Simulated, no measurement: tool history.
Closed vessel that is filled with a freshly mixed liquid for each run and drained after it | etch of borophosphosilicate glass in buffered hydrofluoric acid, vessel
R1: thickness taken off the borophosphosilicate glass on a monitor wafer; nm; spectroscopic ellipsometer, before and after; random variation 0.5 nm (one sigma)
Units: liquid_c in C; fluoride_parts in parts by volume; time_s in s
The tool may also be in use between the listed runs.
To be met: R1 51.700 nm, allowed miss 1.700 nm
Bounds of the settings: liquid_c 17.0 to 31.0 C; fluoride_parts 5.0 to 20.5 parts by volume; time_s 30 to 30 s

{"run": 1, "hour": 0.0, "liquid_c": 23.0, "fluoride_parts": 12.5, "time_s": 30, "R1": 80.365}
{"run": 2, "hour": 7.8, "liquid_c": 23.0, "fluoride_parts": 12.5, "time_s": 30, "R1": 80.185}
{"run": 3, "hour": 11.0, "liquid_c": 23.0, "fluoride_parts": 12.5, "time_s": 30, "R1": 80.53}
{"run": 4, "hour": 15.9, "liquid_c": 21.0, "fluoride_parts": 12.5, "time_s": 30, "R1": 70.508}
{"run": 5, "hour": 24.1, "liquid_c": 18.5, "fluoride_parts": 12.5, "time_s": 30, "R1": 61.431}
{"hour": 31.4, "done": "hydrofluoric acid flow meter replaced"}
{"run": 6, "hour": 31.4, "liquid_c": 18.5, "fluoride_parts": 9.0, "time_s": 30, "R1": 77.152}
{"run": 7, "hour": 34.7, "liquid_c": 18.5, "fluoride_parts": 9.5, "time_s": 30, "R1": 76.325}
{"run": 8, "hour": 39.8, "liquid_c": 18.5, "fluoride_parts": 10.0, "time_s": 30, "R1": 73.471}
{"run": 9, "hour": 40.3, "liquid_c": 18.5, "fluoride_parts": 10.5, "time_s": 30, "R1": 69.294}

5 next moves are on the table. One of them brings every result within its allowed miss. Which?
{"run": "A", "hour": 40.8, "liquid_c": 18.0, "fluoride_parts": 7.0, "time_s": 30, "R1": "?"}
{"run": "B", "hour": 40.8, "liquid_c": 17.0, "fluoride_parts": 12.0, "time_s": 30, "R1": "?"}
{"run": "C", "hour": 40.8, "liquid_c": 21.0, "fluoride_parts": 8.0, "time_s": 30, "R1": "?"}
{"run": "D", "hour": 40.8, "liquid_c": 17.0, "fluoride_parts": 8.0, "time_s": 30, "R1": "?"}
{"run": "E", "hour": 40.8, "liquid_c": 17.0, "fluoride_parts": 13.0, "time_s": 30, "R1": "?"}

move=A R1=99.594
move=B R1=55.819
move=C R1=101.550
move=D R1=81.335
move=E R1=51.580
A: further off than the last run
B: nearer than the last run, and not there yet
C: further off than the last run
D: further off than the last run
E: meets every target
Answer: E
